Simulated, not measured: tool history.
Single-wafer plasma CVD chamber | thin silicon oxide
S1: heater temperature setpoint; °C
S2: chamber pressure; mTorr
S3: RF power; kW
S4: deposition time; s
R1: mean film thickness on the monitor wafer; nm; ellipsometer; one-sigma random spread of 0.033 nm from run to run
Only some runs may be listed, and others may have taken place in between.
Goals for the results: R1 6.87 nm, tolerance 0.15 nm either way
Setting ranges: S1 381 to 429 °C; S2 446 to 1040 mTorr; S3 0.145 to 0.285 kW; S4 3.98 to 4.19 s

{"run": 1, "hour": 0.0, "S1": 405, "S2": 743, "S3": 0.215, "S4": 4.19, "R1": 5.8402}
{"run": 2, "hour": 7.4, "S1": 410, "S2": 743, "S3": 0.215, "S4": 4.19, "R1": 5.806}
{"run": 3, "hour": 11.9, "S1": 410, "S2": 743, "S3": 0.215, "S4": 3.98, "R1": 5.4799}
{"run": 4, "hour": 16.7, "S1": 408, "S2": 792, "S3": 0.215, "S4": 3.98, "R1": 5.9063}
{"run": 5, "hour": 23.3, "S1": 417, "S2": 792, "S3": 0.215, "S4": 3.98, "R1": 5.8395}
{"run": 6, "hour": 24.5, "S1": 417, "S2": 792, "S3": 0.2, "S4": 3.98, "R1": 5.5598}
{"run": 7, "hour": 29.8, "S1": 416, "S2": 841, "S3": 0.2, "S4": 3.98, "R1": 5.8584}
{"run": 8, "hour": 33.0, "S1": 416, "S2": 884, "S3": 0.2, "S4": 3.98, "R1": 6.0872}
{"run": 9, "hour": 35.6, "S1": 416, "S2": 920, "S3": 0.2, "S4": 3.98, "R1": 6.3229}
{"run": 10, "hour": 40.4, "S1": 416, "S2": 945, "S3": 0.2, "S4": 3.98, "R1": 6.4396}
{"run": 11, "hour": 47.9, "S1": 416, "S2": 965, "S3": 0.2, "S4": 3.98, "R1": 6.5572}
{"run": 12, "hour": 50.6, "S1": 416, "S2": 980, "S3": 0.2, "S4": 3.98, "R1": 6.6718}
{"run": 13, "hour": 53.8, "S1": 416, "S2": 989, "S3": 0.2, "S4": 3.98, "R1": 6.6877}

Exactly one of the 4 candidate moves below puts every result within its allowed miss. Which one?
{"run": "A", "hour": 57.0, "S1": 413, "S2": 973, "S3": 0.18, "S4": 4.19, "R1": "?"}
{"run": "B", "hour": 57.0, "S1": 424, "S2": 982, "S3": 0.19, "S4": 3.98, "R1": "?"}
{"run": "C", "hour": 57.0, "S1": 415, "S2": 986, "S3": 0.19, "S4": 4.19, "R1": "?"}
{"run": "D", "hour": 57.0, "S1": 410, "S2": 952, "S3": 0.2, "S4": 3.98, "R1": "?"}

move=A R1=6.5383
move=B R1=6.4368
move=C R1=6.841
move=D R1=6.5559
A: its largest miss is bigger than the last run's
B: its largest miss is bigger than the last run's
C: all results in spec
D: its largest miss is bigger than the last run's
Go with C: it meets all targets.
